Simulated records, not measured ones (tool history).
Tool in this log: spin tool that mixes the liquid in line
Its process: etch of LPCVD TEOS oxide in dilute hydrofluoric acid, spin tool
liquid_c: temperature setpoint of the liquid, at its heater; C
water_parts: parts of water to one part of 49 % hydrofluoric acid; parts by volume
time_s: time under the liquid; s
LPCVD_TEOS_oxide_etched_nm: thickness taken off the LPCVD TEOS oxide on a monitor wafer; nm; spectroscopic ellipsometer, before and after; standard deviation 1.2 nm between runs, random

Run 1, hour 0: liquid_c 25 C, water_parts 55 parts by volume, time_s 145 s. Result: LPCVD_TEOS_oxide_etched_nm 82.673 nm.
Run 2, hour 1.9: liquid_c 25 C, water_parts 55 parts by volume, time_s 155 s. Result: LPCVD_TEOS_oxide_etched_nm 88.056 nm.
Run 3, hour 3.9: liquid_c 27.5 C, water_parts 55 parts by volume, time_s 155 s. Result: LPCVD_TEOS_oxide_etched_nm 96.387 nm.
Run 4, hour 6.5: liquid_c 27.5 C, water_parts 45 parts by volume, time_s 155 s. Result: LPCVD_TEOS_oxide_etched_nm 120.68 nm.
Run 5, hour 10.8: liquid_c 29 C, water_parts 40 parts by volume, time_s 155 s. Result: LPCVD_TEOS_oxide_etched_nm 146.39 nm.
Run 6, hour 12.9: liquid_c 31 C, water_parts 40 parts by volume, time_s 155 s. Result: LPCVD_TEOS_oxide_etched_nm 157.81 nm.
Run 7, hour 17.2: liquid_c 31.5 C, water_parts 35 parts by volume, time_s 155 s. Result: LPCVD_TEOS_oxide_etched_nm 186.13 nm.
Run 8, hour 18.9: liquid_c 32 C, water_parts 35 parts by volume, time_s 155 s. Result: LPCVD_TEOS_oxide_etched_nm 188.22 nm.
Run 9, hour 25: liquid_c 32.5 C, water_parts 35 parts by volume, time_s 155 s. Result: LPCVD_TEOS_oxide_etched_nm 194.34 nm.

For run 10, what comes out?
Run 10, hour 30.7: liquid_c 33 C, water_parts 30 parts by volume, time_s 155 s. Result: LPCVD_TEOS_oxide_etched_nm ?.

Logged for run 10: LPCVD_TEOS_oxide_etched_nm 232.65 nm.
